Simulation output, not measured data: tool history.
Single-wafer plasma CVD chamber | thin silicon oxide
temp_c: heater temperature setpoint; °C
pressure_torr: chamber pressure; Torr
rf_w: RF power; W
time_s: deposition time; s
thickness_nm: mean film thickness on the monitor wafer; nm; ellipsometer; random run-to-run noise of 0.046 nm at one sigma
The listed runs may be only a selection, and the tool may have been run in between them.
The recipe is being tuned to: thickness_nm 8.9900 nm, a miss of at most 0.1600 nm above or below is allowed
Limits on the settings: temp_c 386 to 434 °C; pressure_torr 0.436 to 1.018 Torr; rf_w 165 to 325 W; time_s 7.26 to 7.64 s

run 1 day=0.000 | temp_c=410 pressure_torr=0.727 rf_w=245 time_s=7.64 | thickness_nm=10.2370
run 2 day=0.179 | temp_c=410 pressure_torr=0.702 rf_w=245 time_s=7.64 | thickness_nm=9.9493
run 3 day=0.488 | temp_c=410 pressure_torr=0.682 rf_w=245 time_s=7.64 | thickness_nm=9.6847
run 4 day=0.796 | temp_c=404 pressure_torr=0.682 rf_w=245 time_s=7.64 | thickness_nm=9.7123
run 5 day=0.858 | temp_c=404 pressure_torr=0.682 rf_w=280 time_s=7.64 | thickness_nm=10.4890
run 6 day=0.988 | temp_c=404 pressure_torr=0.749 rf_w=280 time_s=7.64 | thickness_nm=11.3120
run 7 day=1.117 | temp_c=404 pressure_torr=0.698 rf_w=280 time_s=7.64 | thickness_nm=10.6570
run 8 day=1.379 | temp_c=404 pressure_torr=0.661 rf_w=280 time_s=7.64 | thickness_nm=10.1960
run 9 day=1.433 | temp_c=404 pressure_torr=0.634 rf_w=280 time_s=7.64 | thickness_nm=9.8650
run 10 day=1.646 | temp_c=404 pressure_torr=0.614 rf_w=280 time_s=7.64 | thickness_nm=9.5146
run 11 day=1.892 | temp_c=404 pressure_torr=0.603 rf_w=280 time_s=7.64 | thickness_nm=9.4180

Exactly one of the 4 candidate moves below puts every result within its allowed miss. Which one?
run A day=2.138 | temp_c=390 pressure_torr=0.604 rf_w=275 time_s=7.26 | thickness_nm=?
run B day=2.138 | temp_c=408 pressure_torr=0.551 rf_w=300 time_s=7.26 | thickness_nm=?
run C day=2.138 | temp_c=400 pressure_torr=0.586 rf_w=275 time_s=7.26 | thickness_nm=?
run D day=2.138 | temp_c=410 pressure_torr=0.531 rf_w=280 time_s=7.64 | thickness_nm=?

move=A thickness_nm=8.9384
move=B thickness_nm=8.5297
move=C thickness_nm=8.6569
move=D thickness_nm=8.4284
A: hits every target within its allowed miss
B: moves the result that the last run missed by most past its target, out the other side
C: moves the result that the last run missed by most past its target, out the other side
D: moves the result that the last run missed by most past its target, out the other side
Answer: A

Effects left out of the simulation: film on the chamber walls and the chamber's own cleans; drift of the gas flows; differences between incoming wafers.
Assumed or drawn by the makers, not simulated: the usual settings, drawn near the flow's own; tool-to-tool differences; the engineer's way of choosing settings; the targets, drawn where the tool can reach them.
